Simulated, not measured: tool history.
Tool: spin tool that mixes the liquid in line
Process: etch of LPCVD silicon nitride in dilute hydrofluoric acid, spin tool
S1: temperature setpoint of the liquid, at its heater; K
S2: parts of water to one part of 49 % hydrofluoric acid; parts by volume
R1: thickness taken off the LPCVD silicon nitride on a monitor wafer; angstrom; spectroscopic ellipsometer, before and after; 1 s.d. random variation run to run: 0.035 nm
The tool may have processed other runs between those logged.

run 1 day=0 | S1=297.15 S2=40 time_under_the_liquid_(s)=315 | R1=43.53
run 2 day=0.262 | S1=297.15 S2=40 time_under_the_liquid_(s)=315 | R1=42.36
run 3 day=0.454 | S1=297.15 S2=55 time_under_the_liquid_(s)=315 | R1=31.073
run 4 day=0.65 | S1=296.65 S2=55 time_under_the_liquid_(s)=315 | R1=29.514
run 5 day=0.8 | S1=296.65 S2=55 time_under_the_liquid_(s)=315 | R1=30.131
run 6 day=0.946 | S1=298.65 S2=55 time_under_the_liquid_(s)=315 | R1=34.712
run 7 day=1.179 | S1=298.65 S2=55 time_under_the_liquid_(s)=315 | R1=34.367
run 8 day=1.538 | S1=298.15 S2=55 time_under_the_liquid_(s)=315 | R1=34.136
run 9 day=1.896 | S1=297.65 S2=55 time_under_the_liquid_(s)=315 | R1=31.878
run 10 day=2.179 | S1=297.15 S2=55 time_under_the_liquid_(s)=315 | R1=32.031
run 11 day=2.388 | S1=296.65 S2=55 time_under_the_liquid_(s)=315 | R1=30.543

The next listed run, before its measurement:
run 12 day=2.442 | S1=296.15 S2=55 time_under_the_liquid_(s)=315 | R1=?

Run 12 measured R1 28.8 angstrom.
